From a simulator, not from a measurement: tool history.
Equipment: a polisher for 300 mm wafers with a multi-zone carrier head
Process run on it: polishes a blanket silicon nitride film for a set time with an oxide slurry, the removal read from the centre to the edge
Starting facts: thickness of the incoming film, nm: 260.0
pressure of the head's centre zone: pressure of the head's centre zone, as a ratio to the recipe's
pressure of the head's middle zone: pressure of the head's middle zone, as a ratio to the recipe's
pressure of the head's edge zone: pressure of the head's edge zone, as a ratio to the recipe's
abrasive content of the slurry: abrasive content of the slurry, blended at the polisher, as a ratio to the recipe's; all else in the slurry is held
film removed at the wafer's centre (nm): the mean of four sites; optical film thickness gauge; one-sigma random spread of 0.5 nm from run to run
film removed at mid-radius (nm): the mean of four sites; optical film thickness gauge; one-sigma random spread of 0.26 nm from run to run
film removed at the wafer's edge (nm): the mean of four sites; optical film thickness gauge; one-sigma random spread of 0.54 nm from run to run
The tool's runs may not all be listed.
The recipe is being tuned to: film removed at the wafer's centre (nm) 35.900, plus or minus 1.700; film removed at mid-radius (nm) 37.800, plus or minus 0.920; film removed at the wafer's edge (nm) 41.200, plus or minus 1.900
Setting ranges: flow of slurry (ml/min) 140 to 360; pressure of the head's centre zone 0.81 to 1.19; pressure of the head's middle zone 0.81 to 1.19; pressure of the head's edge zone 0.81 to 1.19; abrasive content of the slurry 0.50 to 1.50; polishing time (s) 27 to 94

| run | hour | flow of slurry (ml/min) | pressure of the head's centre zone | pressure of the head's middle zone | pressure of the head's edge zone | abrasive content of the slurry | polishing time (s) | film removed at the wafer's centre (nm) | film removed at mid-radius (nm) | film removed at the wafer's edge (nm) |
|---|---|---|---|---|---|---|---|---|---|---|
| 1 | 0.0 | 230 | 1.00 | 1.00 | 1.00 | 1.00 | 60 | 54.797 | 49.351 | 49.916 |
| 2 | 1.4 | 220 | 0.96 | 0.99 | 1.00 | 0.90 | 60 | 48.794 | 45.326 | 46.539 |
| 3 | 3.3 | 220 | 0.96 | 0.99 | 1.00 | 0.95 | 60 | 51.493 | 46.525 | 48.961 |
| 4 | 9.1 | 220 | 0.92 | 0.99 | 1.00 | 0.95 | 60 | 49.033 | 46.702 | 49.442 |
| 5 | 10.5 | 215 | 0.90 | 0.99 | 1.00 | 0.90 | 60 | 46.523 | 45.044 | 46.061 |
| 6 | 15.3 | 215 | 0.90 | 1.04 | 1.00 | 0.90 | 60 | 45.094 | 47.196 | 46.347 |
| 7 | 23.1 | 165 | 0.81 | 0.96 | 1.08 | 0.65 | 59 | 28.937 | 30.621 | 34.014 |
| 8 | 29.4 | 195 | 0.81 | 0.96 | 1.09 | 0.65 | 59 | 30.861 | 31.757 | 34.450 |
| 9 | 30.9 | 190 | 0.82 | 0.97 | 1.10 | 0.70 | 59 | 33.649 | 34.561 | 37.912 |
| 10 | 38.4 | 195 | 0.82 | 0.98 | 1.12 | 0.70 | 59 | 32.947 | 35.131 | 38.802 |
| 11 | 39.7 | 205 | 0.82 | 0.98 | 1.12 | 0.70 | 59 | 33.667 | 35.591 | 39.231 |
| 12 | 47.3 | 215 | 0.82 | 0.98 | 1.12 | 0.70 | 59 | 34.257 | 35.551 | 38.678 |
| 13 | 53.0 | 220 | 0.82 | 0.99 | 1.13 | 0.70 | 59 | 34.202 | 35.350 | 39.249 |
| 14 | 60.0 | 225 | 0.82 | 1.00 | 1.13 | 0.70 | 59 | 34.089 | 36.023 | 38.831 |
| 15 | 63.3 | 230 | 0.82 | 1.00 | 1.14 | 0.70 | 59 | 35.057 | 36.764 | 39.716 |
| 16 | 66.8 | 235 | 0.82 | 1.00 | 1.15 | 0.70 | 59 | 34.257 | 36.262 | 39.138 |
| 17 | 68.5 | 235 | 0.83 | 1.00 | 1.16 | 0.70 | 59 | 35.685 | 36.460 | 40.530 |

Exercise: of the 4 proposed moves below, exactly one satisfies all targets within the stated allowed misses. Which move is it?
| A | 70.2 | 225 | 0.86 | 0.97 | 1.15 | 0.65 | 64 | ? | ? | ? |
| B | 70.2 | 305 | 0.87 | 1.06 | 1.02 | 0.70 | 56 | ? | ? | ? |
| C | 70.2 | 155 | 0.86 | 1.04 | 1.18 | 0.75 | 60 | ? | ? | ? |
| D | 70.2 | 160 | 0.83 | 0.83 | 1.19 | 0.80 | 63 | ? | ? | ? |

| move | film removed at the wafer's centre (nm) | film removed at mid-radius (nm) | film removed at the wafer's edge (nm) |
|---|---|---|---|
| A | 36.019 | 35.661 | 39.837 |
| B | 35.876 | 37.771 | 36.479 |
| C | 36.287 | 38.403 | 41.692 |
| D | 39.491 | 35.621 | 46.918 |
A: further off than the last run
B: corrects the largest miss of the last run, while another result sits out of spec
C: each result inside its tolerance
D: further off than the last run
The right move is C.
